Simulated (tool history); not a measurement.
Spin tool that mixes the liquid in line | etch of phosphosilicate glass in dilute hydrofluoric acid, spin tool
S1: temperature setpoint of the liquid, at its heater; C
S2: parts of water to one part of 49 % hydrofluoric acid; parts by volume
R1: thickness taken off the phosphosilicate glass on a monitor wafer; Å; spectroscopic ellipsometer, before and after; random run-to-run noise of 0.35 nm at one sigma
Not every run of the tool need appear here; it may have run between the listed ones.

run 1 hour=0.0 | S1=22.0 S2=215 time_under_the_liquid_(s)=50 | R1=209.86
run 2 hour=5.5 | S1=23.5 S2=190 time_under_the_liquid_(s)=50 | R1=256.04
run 3 hour=8.5 | S1=23.5 S2=190 time_under_the_liquid_(s)=55 | R1=281.64
run 4 hour=12.0 | S1=24.5 S2=170 time_under_the_liquid_(s)=55 | R1=339.18
run 5 hour=20.7 | S1=25.5 S2=160 time_under_the_liquid_(s)=55 | R1=374.26
run 6 hour=27.3 | S1=25.5 S2=160 time_under_the_liquid_(s)=55 | R1=369.84
run 7 hour=32.0 | S1=25.5 S2=160 time_under_the_liquid_(s)=55 | R1=371.54
run 8 hour=34.4 | S1=29.5 S2=110 time_under_the_liquid_(s)=55 | R1=668.54
run 9 hour=41.1 | S1=29.0 S2=110 time_under_the_liquid_(s)=55 | R1=656.73

What will run 10 give?
run 10 hour=42.3 | S1=28.5 S2=110 time_under_the_liquid_(s)=55 | R1=?

{"run 10": {"R1": 648.37}}
